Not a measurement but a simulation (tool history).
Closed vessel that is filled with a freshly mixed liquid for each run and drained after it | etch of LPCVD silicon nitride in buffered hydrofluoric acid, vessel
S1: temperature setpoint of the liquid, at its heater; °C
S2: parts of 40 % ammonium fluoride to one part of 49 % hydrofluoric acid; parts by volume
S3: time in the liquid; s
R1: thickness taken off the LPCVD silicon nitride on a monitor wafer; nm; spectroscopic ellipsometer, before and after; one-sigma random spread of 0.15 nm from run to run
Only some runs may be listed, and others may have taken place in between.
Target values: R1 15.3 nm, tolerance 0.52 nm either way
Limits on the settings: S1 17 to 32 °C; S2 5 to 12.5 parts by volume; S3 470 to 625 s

Run 1, hour 0: S1 24 °C, S2 7.5 parts by volume, S3 625 s. Result: R1 13.027 nm.
Run 2, hour 7.4: S1 24 °C, S2 7.5 parts by volume, S3 625 s. Result: R1 12.841 nm.
Run 3, hour 15.3: S1 25 °C, S2 7.5 parts by volume, S3 625 s. Result: R1 13.753 nm.
Run 4, hour 22.3: S1 22 °C, S2 7.5 parts by volume, S3 625 s. Result: R1 11.808 nm.
Run 5, hour 31.3: S1 22 °C, S2 7.5 parts by volume, S3 625 s. Result: R1 11.776 nm.
Run 6, hour 34.5: S1 23.5 °C, S2 7.5 parts by volume, S3 625 s. Result: R1 12.545 nm.
Run 7, hour 42.5: S1 24.5 °C, S2 7.5 parts by volume, S3 625 s. Result: R1 13.259 nm.
Run 8, hour 46.7: S1 25.5 °C, S2 7.5 parts by volume, S3 625 s. Result: R1 13.869 nm.

Exercise: of the 5 proposed moves below, exactly one satisfies all targets within the stated allowed misses. Which move is it?
Run A, hour 50.9: S1 25.5 °C, S2 7.5 parts by volume, S3 525 s. Result: R1 ?.
Run B, hour 50.9: S1 29 °C, S2 7 parts by volume, S3 560 s. Result: R1 ?.
Run C, hour 50.9: S1 28 °C, S2 6.5 parts by volume, S3 515 s. Result: R1 ?.
Run D, hour 50.9: S1 26.5 °C, S2 8.5 parts by volume, S3 595 s. Result: R1 ?.
Run E, hour 50.9: S1 24.5 °C, S2 5.5 parts by volume, S3 595 s. Result: R1 ?.

move      R1
   A  11.702
   B  16.204
   C  15.072
   D  12.222
   E  16.651
A: the biggest miss grows against the last run
B: the result that was furthest off in the last run now lies on the other side of its target
C: each result inside its tolerance
D: the biggest miss grows against the last run
E: the result that was furthest off in the last run now lies on the other side of its target
The right move is C.
